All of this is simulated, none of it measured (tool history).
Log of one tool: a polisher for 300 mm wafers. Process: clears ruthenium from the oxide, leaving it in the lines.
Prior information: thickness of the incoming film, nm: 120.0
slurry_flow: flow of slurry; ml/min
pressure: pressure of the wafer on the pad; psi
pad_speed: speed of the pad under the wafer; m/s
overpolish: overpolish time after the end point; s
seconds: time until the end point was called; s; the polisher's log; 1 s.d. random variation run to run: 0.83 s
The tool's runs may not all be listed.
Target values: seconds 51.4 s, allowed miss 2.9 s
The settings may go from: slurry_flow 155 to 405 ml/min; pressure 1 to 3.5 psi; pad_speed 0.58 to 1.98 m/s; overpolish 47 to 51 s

run,hour,slurry_flow,pressure,pad_speed,overpolish,seconds
1,0,260,2.2,1.28,47,67.034
2,5.2,260,1.9,1.28,47,75.229
3,8.6,260,1.6,1.28,47,81.1
4,11.4,260,1.6,1,47,106.24
5,16.6,260,1.9,1.02,47,93.046
6,20.9,260,2.1,1.04,47,83.579
7,28.4,260,2.7,1.12,47,66.77
8,29.4,260,2.8,1.12,47,66.647
9,36.4,260,2.9,1.14,47,62.951
10,39.4,260,3,1.16,47,60.873
11,45.8,260,3.1,1.18,47,58.05

Of the 5 settings listed for the next run, only one would bring every result within its allowed miss of target. Which one?
A,52.2,215,3,1.08,47,?
B,52.2,270,3.2,1.04,51,?
C,52.2,340,2.2,1.34,47,?
D,52.2,275,3.5,1.34,47,?
E,52.2,220,3.5,1.22,47,?

move,seconds
A,66.179
B,64.281
C,63.5
D,47.094
E,52.595
A: its largest miss is bigger than the last run's
B: its largest miss is bigger than the last run's
C: its largest miss is bigger than the last run's
D: the result that was furthest off in the last run now lies on the other side of its target
E: every result within its allowed miss
E meets every target.

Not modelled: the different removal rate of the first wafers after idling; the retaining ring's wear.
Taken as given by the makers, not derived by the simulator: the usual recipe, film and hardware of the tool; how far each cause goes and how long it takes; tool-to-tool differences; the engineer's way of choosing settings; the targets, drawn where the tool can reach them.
